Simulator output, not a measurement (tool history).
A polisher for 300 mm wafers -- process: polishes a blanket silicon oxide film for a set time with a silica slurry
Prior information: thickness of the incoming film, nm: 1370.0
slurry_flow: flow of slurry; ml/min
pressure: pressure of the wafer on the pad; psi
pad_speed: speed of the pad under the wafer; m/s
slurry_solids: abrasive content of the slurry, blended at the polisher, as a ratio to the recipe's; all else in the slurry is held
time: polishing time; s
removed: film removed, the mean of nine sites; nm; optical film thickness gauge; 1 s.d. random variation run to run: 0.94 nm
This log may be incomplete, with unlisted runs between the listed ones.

run  hour  slurry_flow  pressure  pad_speed  slurry_solids  time  removed
  1     0          235       3.7       1.04              1    38   124.58
  2   7.3          235       3.2       1.04              1    38   110.07
  3   8.6          235       4.1       1.04              1    38   137.09
  4  12.1          235       4.1       1.04           1.15    38   141.49
  5  17.2          235       3.3          1           1.15    38   116.75
  6  21.5          235       2.9          1           1.15    38   102.73
  7  27.1          235       2.5       0.98           1.15    38   86.733
  8  32.1          235       2.3       0.98           1.15    38   81.569

Run 9 has not been measured yet. What should we expect?
  9  36.8          235       2.2       0.98           1.15    38        ?

removed: 80.135 nm

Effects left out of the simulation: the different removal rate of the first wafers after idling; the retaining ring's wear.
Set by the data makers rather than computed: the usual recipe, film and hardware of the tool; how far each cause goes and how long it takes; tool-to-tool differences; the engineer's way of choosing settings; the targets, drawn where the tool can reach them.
